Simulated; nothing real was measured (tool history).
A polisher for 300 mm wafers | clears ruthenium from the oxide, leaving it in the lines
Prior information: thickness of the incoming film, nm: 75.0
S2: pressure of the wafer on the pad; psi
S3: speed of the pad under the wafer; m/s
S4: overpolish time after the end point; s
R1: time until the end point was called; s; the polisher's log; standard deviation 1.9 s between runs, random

{"run": 1, "hour": 0.0, "flow of slurry (ml/min)": 185, "S2": 2.2, "S3": 0.76, "S4": 9, "R1": 72.453}
{"run": 2, "hour": 6.0, "flow of slurry (ml/min)": 185, "S2": 2, "S3": 0.76, "S4": 9, "R1": 79.978}
{"run": 3, "hour": 11.8, "flow of slurry (ml/min)": 140, "S2": 2, "S3": 0.76, "S4": 9, "R1": 80.803}
{"run": 4, "hour": 18.1, "flow of slurry (ml/min)": 140, "S2": 2.5, "S3": 0.76, "S4": 9, "R1": 68.921}
{"run": 5, "hour": 24.8, "flow of slurry (ml/min)": 110, "S2": 2.5, "S3": 0.76, "S4": 9, "R1": 74.903}
{"run": 6, "hour": 33.1, "flow of slurry (ml/min)": 155, "S2": 2.5, "S3": 0.76, "S4": 9, "R1": 66.647}
{"run": 7, "hour": 39.4, "flow of slurry (ml/min)": 150, "S2": 2.3, "S3": 0.76, "S4": 9, "R1": 73.436}
{"run": 8, "hour": 46.0, "flow of slurry (ml/min)": 150, "S2": 1.7, "S3": 0.72, "S4": 9, "R1": 97.364}

What will run 9 give?
{"run": 9, "hour": 51.5, "flow of slurry (ml/min)": 150, "S2": 1.6, "S3": 0.72, "S4": 9, "R1": "?"}

R1: 104.07 s
